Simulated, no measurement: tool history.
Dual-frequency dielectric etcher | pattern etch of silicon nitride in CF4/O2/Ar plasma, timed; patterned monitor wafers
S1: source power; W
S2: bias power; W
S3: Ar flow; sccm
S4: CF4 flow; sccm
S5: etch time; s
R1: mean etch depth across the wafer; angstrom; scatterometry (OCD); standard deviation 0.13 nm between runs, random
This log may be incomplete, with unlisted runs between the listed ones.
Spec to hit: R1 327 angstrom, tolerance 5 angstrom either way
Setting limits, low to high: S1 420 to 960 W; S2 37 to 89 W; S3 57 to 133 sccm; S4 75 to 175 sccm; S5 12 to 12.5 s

run	hour	S1	S2	S3	S4	S5	R1
1	0	690	63	95	125	12	352.46
2	7.1	730	63	95	125	12	370.69
3	11.1	730	63	88	125	12	371.65
4	11.6	710	63	88	125	12	362.42
# hour 14: bias power generator calibrated
5	14	710	74	88	125	12	393.06
6	14.9	690	74	88	125	12	384.6
7	23.2	670	74	88	125	12	376.19
8	24.8	670	74	88	125	12	376.06
9	29.6	650	74	88	125	12	372.11
10	38	510	73	88	125	12	319.2

Below are 4 possible settings for the next run. Only one of them brings all results inside the allowed miss of their targets. Which is it?
A	46.4	490	76	86	120	12.5	?
B	46.4	500	64	92	135	12.5	?
C	46.4	570	73	91	130	12	?
D	46.4	500	76	85	139	12.5	?

move	R1
A	329.15
B	314.3
C	340.55
D	337.26
A: every result lands within tolerance
B: misses by more than the last run did
C: pushes the last run's worst result past its target
D: pushes the last run's worst result past its target
Go with A: it meets all targets.

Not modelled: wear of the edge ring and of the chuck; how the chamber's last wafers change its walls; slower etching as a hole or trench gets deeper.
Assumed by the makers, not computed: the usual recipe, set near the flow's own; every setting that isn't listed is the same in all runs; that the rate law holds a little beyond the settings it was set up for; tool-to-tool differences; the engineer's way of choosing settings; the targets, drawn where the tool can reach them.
